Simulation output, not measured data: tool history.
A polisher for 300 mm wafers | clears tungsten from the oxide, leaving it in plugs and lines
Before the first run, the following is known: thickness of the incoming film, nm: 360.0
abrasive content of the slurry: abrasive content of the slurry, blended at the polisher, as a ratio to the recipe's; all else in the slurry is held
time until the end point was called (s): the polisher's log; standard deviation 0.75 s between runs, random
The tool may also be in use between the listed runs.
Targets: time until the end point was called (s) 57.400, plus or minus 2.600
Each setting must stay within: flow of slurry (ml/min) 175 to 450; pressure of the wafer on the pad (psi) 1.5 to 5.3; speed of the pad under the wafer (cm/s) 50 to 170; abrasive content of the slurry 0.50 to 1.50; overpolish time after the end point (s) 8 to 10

run  hour  flow of slurry (ml/min)  pressure of the wafer on the pad (psi)  speed of the pad under the wafer (cm/s)  abrasive content of the slurry  overpolish time after the end point (s)  time until the end point was called (s)
  1   0.0                      290                                     3.4                                      110                            1.00                                       10                                   96.684
  2   6.0                      290                                     3.4                                      110                            1.15                                       10                                   91.202
  3   7.5                      290                                     3.7                                      110                            1.15                                       10                                   85.470
  4  10.0                      290                                     3.7                                      110                            1.15                                       10                                   86.459
  5  12.3                      290                                     3.7                                      110                            1.35                                       10                                   84.712
  6  17.9                      290                                     4.0                                      110                            1.35                                       10                                   77.911
  7  19.0                      290                                     4.2                                      110                            1.35                                       10                                   73.719
  8  26.5                      290                                     4.4                                      110                            1.35                                       10                                   69.114
  9  30.2                      290                                     4.5                                      110                            1.35                                       10                                   67.974
 10  34.3                      290                                     4.6                                      110                            1.35                                       10                                   69.436
 11  36.7                      290                                     4.7                                      112                            1.35                                       10                                   66.623
 12  37.4                      290                                     4.8                                      112                            1.35                                       10                                   65.941
 13  40.7                      290                                     4.9                                      114                            1.35                                       10                                   63.028
 14  44.5                      290                                     5.0                                      114                            1.35                                       10                                   61.285

5 candidate next runs follow, results not yet known. Just one meets every target within its allowed miss. Identify it.
  A  48.3                      270                                     4.8                                      118                            1.25                                        9                                        ?
  B  48.3                      305                                     4.8                                      122                            1.50                                       10                                        ?
  C  48.3                      290                                     5.3                                      128                            1.50                                        8                                        ?
  D  48.3                      290                                     5.3                                      132                            1.30                                       10                                        ?
  E  48.3                      280                                     5.3                                      130                            1.40                                       10                                        ?

move  time until the end point was called (s)
   A                                   61.702
   B                                   56.713
   C                                   49.496
   D                                   49.639
   E                                   49.683
A: the biggest miss grows against the last run
B: in spec on every target
C: moves the result that the last run missed by most past its target, out the other side
D: moves the result that the last run missed by most past its target, out the other side
E: moves the result that the last run missed by most past its target, out the other side
Move B is the one to make.
